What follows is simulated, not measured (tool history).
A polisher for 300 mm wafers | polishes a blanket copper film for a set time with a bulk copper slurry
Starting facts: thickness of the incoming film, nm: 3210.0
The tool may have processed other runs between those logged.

| run | hour | flow of slurry (ml/min) | pressure of the wafer on the pad (kPa) | speed of the pad under the wafer (m/s) | abrasive content of the slurry | polishing time (s) | film removed (nm) |
|---|---|---|---|---|---|---|---|
| 1 | 0.0 | 280 | 11.7 | 1.42 | 1.0 | 38 | 280.85 |
| 2 | 8.5 | 280 | 12.4 | 1.42 | 1.0 | 38 | 304.19 |
| 3 | 13.0 | 210 | 12.4 | 1.42 | 1.0 | 38 | 292.56 |
| 4 | 18.8 | 210 | 10.3 | 1.42 | 1.0 | 38 | 240.55 |
| 5 | 22.0 | 210 | 10.3 | 1.42 | 1.0 | 34 | 223.59 |
| 6 | 23.4 | 210 | 9.0 | 1.42 | 1.0 | 34 | 189.04 |
| 7 | 25.1 | 210 | 10.3 | 1.42 | 1.0 | 34 | 219.63 |
| 8 | 32.5 | 215 | 11.0 | 1.42 | 1.0 | 34 | 240.75 |

The next listed run, before its measurement:
| 9 | 35.8 | 215 | 11.7 | 1.42 | 1.0 | 34 | ? |

Run 9 came out at film removed (nm) 250.00.
